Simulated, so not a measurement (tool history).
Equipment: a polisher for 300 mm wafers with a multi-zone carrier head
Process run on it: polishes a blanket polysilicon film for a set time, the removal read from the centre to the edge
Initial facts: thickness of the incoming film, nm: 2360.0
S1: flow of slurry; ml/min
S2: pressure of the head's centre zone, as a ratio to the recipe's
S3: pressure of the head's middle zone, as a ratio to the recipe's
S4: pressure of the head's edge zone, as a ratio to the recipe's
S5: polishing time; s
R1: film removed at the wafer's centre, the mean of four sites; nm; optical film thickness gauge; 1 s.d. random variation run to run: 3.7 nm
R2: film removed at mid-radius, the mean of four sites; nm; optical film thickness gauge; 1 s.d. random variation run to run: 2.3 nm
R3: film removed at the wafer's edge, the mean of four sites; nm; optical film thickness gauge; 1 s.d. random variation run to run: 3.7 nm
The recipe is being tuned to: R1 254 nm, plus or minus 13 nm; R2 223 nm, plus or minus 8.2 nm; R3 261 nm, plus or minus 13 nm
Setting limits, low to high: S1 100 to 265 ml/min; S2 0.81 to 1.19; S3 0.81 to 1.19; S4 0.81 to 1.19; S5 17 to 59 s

Run 1, day 0: S1 170 ml/min, S2 1, S3 1, S4 1, S5 38 s. Result: R1 186.05 nm, R2 180.72 nm, R3 181.45 nm.
Run 2, day 0.304: S1 170 ml/min, S2 1.01, S3 0.99, S4 1.03, S5 40 s. Result: R1 195.78 nm, R2 185.51 nm, R3 191.93 nm.
Run 3, day 0.583: S1 170 ml/min, S2 1.01, S3 0.99, S4 1.08, S5 40 s. Result: R1 196.32 nm, R2 190.03 nm, R3 202.29 nm.
Run 4, day 0.683: S1 170 ml/min, S2 1.01, S3 0.99, S4 1.02, S5 40 s. Result: R1 193.5 nm, R2 187.01 nm, R3 192.82 nm.
Run 5, day 0.946: S1 170 ml/min, S2 1.01, S3 0.99, S4 1.02, S5 33 s. Result: R1 160.45 nm, R2 154.67 nm, R3 158.86 nm.
Run 6, day 1.121: S1 175 ml/min, S2 1.02, S3 0.98, S4 1.05, S5 36 s. Result: R1 174.53 nm, R2 167.07 nm, R3 178.5 nm.
Run 7, day 1.317: S1 210 ml/min, S2 1.12, S3 0.98, S4 1.15, S5 46 s. Result: R1 256.3 nm, R2 224.57 nm, R3 243.63 nm.
Run 8, day 1.429: S1 210 ml/min, S2 1.11, S3 0.97, S4 1.16, S5 46 s. Result: R1 259.45 nm, R2 221.82 nm, R3 246.37 nm.
Run 9, day 1.767: S1 210 ml/min, S2 1.11, S3 0.97, S4 1.16, S5 46 s. Result: R1 259.8 nm, R2 218.79 nm, R3 246.65 nm.
Run 10, day 2.117: S1 210 ml/min, S2 1.1, S3 0.97, S4 1.17, S5 46 s. Result: R1 249.09 nm, R2 218.29 nm, R3 238.15 nm.
At day 2.179: slurry nozzle cleaned.
Run 11, day 2.179: S1 190 ml/min, S2 1.04, S3 0.87, S4 1.19, S5 51 s. Result: R1 264.85 nm, R2 223.65 nm, R3 278.77 nm.
Run 12, day 2.342: S1 190 ml/min, S2 1.04, S3 0.88, S4 1.18, S5 51 s. Result: R1 271.35 nm, R2 229.13 nm, R3 274.3 nm.

Exercise: of the 5 proposed moves below, exactly one satisfies all targets within the stated allowed misses. Which move is it?
Run A, day 2.504: S1 205 ml/min, S2 1.02, S3 0.89, S4 1.17, S5 48 s. Result: R1 ?, R2 ?, R3 ?.
Run B, day 2.504: S1 180 ml/min, S2 1.16, S3 0.92, S4 1.14, S5 48 s. Result: R1 ?, R2 ?, R3 ?.
Run C, day 2.504: S1 180 ml/min, S2 0.95, S3 0.99, S4 1.17, S5 50 s. Result: R1 ?, R2 ?, R3 ?.
Run D, day 2.504: S1 230 ml/min, S2 1.14, S3 0.81, S4 1.11, S5 50 s. Result: R1 ?, R2 ?, R3 ?.
Run E, day 2.504: S1 190 ml/min, S2 1.13, S3 0.87, S4 1.14, S5 51 s. Result: R1 ?, R2 ?, R3 ?.

move      R1      R2      R3
   A  249.21   222.2  256.17
   B  278.29  224.05  249.47
   C  237.17  247.75  263.15
   D  294.77  217.96  262.68
   E  290.28  229.51  266.67
A: all results in spec
B: lands further from the targets than the last run did
C: pushes the last run's worst result past its target
D: lands further from the targets than the last run did
E: lands further from the targets than the last run did
So the answer is move A, the one that meets all the targets.

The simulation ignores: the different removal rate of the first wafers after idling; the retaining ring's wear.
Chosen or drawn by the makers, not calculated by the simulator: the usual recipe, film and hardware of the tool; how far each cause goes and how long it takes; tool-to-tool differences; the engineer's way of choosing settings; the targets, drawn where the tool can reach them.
